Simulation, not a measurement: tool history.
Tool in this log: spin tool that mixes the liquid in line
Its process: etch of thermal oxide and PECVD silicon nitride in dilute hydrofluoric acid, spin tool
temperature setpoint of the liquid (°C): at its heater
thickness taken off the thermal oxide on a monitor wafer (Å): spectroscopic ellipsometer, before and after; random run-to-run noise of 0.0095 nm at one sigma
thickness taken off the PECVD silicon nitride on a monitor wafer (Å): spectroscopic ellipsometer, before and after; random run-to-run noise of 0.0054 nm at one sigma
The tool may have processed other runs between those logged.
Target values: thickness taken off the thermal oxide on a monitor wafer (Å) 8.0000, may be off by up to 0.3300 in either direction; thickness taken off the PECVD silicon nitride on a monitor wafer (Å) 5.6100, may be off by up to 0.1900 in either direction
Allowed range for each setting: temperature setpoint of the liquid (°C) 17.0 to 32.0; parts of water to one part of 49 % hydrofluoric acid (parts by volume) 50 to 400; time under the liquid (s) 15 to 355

run,hour,temperature setpoint of the liquid (°C),parts of water to one part of 49 % hydrofluoric acid (parts by volume),time under the liquid (s),thickness taken off the thermal oxide on a monitor wafer (Å),thickness taken off the PECVD silicon nitride on a monitor wafer (Å)
1,0.0,24.0,225,180,37.2790,24.4610
2,1.0,24.0,225,105,21.4730,14.2680
3,6.4,22.5,275,105,16.0350,10.6200
4,10.4,22.0,315,105,12.9390,8.9344
5,18.6,22.0,315,165,20.6780,14.1040
6,19.8,21.0,345,145,15.5530,10.5460
7,21.3,20.5,365,125,12.1790,8.4256
8,22.8,20.0,375,115,10.5890,7.4542

Which of these 4 next moves meets every target?
A,24.3,22.5,400,80,?,?
B,24.3,23.5,400,75,?,?
C,24.3,19.5,400,95,?,?
D,24.3,26.0,400,70,?,?

move,thickness taken off the thermal oxide on a monitor wafer (Å),thickness taken off the PECVD silicon nitride on a monitor wafer (Å)
A,7.4060,5.6895
B,7.1782,5.6624
C,7.9366,5.6257
D,7.2670,6.1197
A: meets the target for the result that was furthest off, but another lies outside its allowed miss
B: meets the target for the result that was furthest off, but another lies outside its allowed miss
C: all results land within tolerance of their targets
D: moves toward the targets from the last run without getting all of them in spec
The move that meets every target is C.
